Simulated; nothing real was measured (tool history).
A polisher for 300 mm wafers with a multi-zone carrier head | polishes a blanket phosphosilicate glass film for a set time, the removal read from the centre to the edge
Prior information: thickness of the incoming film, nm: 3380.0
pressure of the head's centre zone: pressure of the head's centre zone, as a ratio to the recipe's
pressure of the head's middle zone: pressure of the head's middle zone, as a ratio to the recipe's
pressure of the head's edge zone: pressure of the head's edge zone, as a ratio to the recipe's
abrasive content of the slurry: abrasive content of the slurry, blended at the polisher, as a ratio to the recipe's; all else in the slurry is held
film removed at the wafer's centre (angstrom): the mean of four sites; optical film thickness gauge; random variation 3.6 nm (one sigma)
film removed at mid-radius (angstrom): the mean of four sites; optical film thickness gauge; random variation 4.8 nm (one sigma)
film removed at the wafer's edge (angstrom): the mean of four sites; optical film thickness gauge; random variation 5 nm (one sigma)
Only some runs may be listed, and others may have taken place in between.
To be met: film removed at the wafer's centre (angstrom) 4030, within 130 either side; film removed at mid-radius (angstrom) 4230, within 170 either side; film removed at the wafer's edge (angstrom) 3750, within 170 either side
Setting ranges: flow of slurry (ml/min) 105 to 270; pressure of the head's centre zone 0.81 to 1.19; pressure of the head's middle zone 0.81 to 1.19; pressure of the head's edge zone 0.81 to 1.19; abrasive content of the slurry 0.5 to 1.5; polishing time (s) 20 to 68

run  hour  flow of slurry (ml/min)  pressure of the head's centre zone  pressure of the head's middle zone  pressure of the head's edge zone  abrasive content of the slurry  polishing time (s)  film removed at the wafer's centre (angstrom)  film removed at mid-radius (angstrom)  film removed at the wafer's edge (angstrom)
  1     0                      175                                   1                                   1                                 1                               1                  44                                           5013                                 4854.6                                       5126.8
  2   5.5                      175                                   1                                1.02                              0.97                            0.95                  44                                         4886.9                                 4790.3                                       5045.3
  3  12.4                      175                                   1                                1.02                               0.9                            0.95                  44                                         4871.1                                 4841.1                                       4731.9
  4  17.8                      175                                   1                                1.02                               0.9                             1.1                  44                                         5306.7                                 5128.9                                         5203
  5  26.5                      175                                   1                                1.02                               0.9                             1.3                  44                                         5745.2                                 5663.9                                       5555.6
  6  30.1                      175                                   1                                1.02                              0.86                             1.3                  44                                           5764                                   5639                                       5390.5
  7  36.5                      180                                   1                                1.03                              0.85                             1.2                  44                                         5515.5                                 5416.6                                       5164.3
  8  42.9                      185                                   1                                1.04                              0.84                             1.1                  44                                         5405.2                                 5312.1                                       5026.6
  9    49                      180                                   1                                1.05                              0.83                               1                  44                                         5108.7                                 5141.4                                       4732.3
 10  56.4                      175                                   1                                1.05                              0.83                            0.95                  44                                         4883.5                                 4883.9                                       4588.7
 11  58.5                      170                                   1                                1.06                              0.83                             0.9                  44                                         4786.8                                 4766.7                                       4362.4
 12  65.7                      170                                   1                                1.06                              0.83                             0.9                  44                                         4761.3                                 4707.9                                         4399
 13  70.1                      160                                0.99                                1.08                              0.83                             0.9                  44                                         4627.5                                 4811.6                                       4265.2
 14  77.9                      155                                0.99                                1.07                              0.83                             0.9                  44                                         4531.8                                 4751.9                                       4314.1
     81.7  -- slurry nozzle cleaned
 15  81.7                      150                                0.99                                1.07                              0.83                            0.85                  44                                         4632.3                                 4685.2                                       4319.3
 16  82.7                      150                                0.99                                1.08                              0.83                             0.8                  44                                         4326.6                                 4478.3                                       4135.4
 17  89.7                      150                                0.99                                1.09                              0.83                             0.8                  44                                         4374.2                                 4616.9                                         4058
 18  93.3                      145                                0.99                                1.09                              0.83                             0.8                  44                                         4433.3                                 4536.3                                         4016
 19  93.9                      140                                0.98                                1.09                              0.83                             0.8                  44                                         4258.5                                 4556.5                                       4024.7
 20  97.1                      135                                0.98                                1.09                              0.83                             0.8                  44                                         4230.2                                 4576.3                                       4027.6

5 candidate next runs follow, results not yet known. Just one meets every target within its allowed miss. Identify it.
  A  100.3                      135                                1.02                                   1                              0.85                            0.85                  38                                              ?                                      ?                                            ?
  B  100.3                      120                                0.88                                0.92                              0.97                            0.65                  51                                              ?                                      ?                                            ?
  C  100.3                      105                                   1                                1.17                              0.91                             0.8                  40                                              ?                                      ?                                            ?
  D  100.3                      200                                0.99                                1.11                              0.86                            0.85                  37                                              ?                                      ?                                            ?
  E  100.3                      180                                0.82                                0.96                               0.9                            0.75                  47                                              ?                                      ?                                            ?

move  film removed at the wafer's centre (angstrom)  film removed at mid-radius (angstrom)  film removed at the wafer's edge (angstrom)
   A                                         4011.3                                 3804.8                                       3728.9
   B                                           3708                                   3819                                       4289.1
   C                                         3809.2                                 4231.9                                       3773.4
   D                                         4018.5                                 4262.3                                       3783.6
   E                                         3804.9                                 4329.7                                       4457.9
A: moves the result that the last run missed by most past its target, out the other side
B: moves the result that the last run missed by most past its target, out the other side
C: brings the last run's worst result on target, with another outside its allowed miss
D: hits every target within its allowed miss
E: brings the last run's worst result on target, with another outside its allowed miss
D is the move that brings every result within its allowed miss.
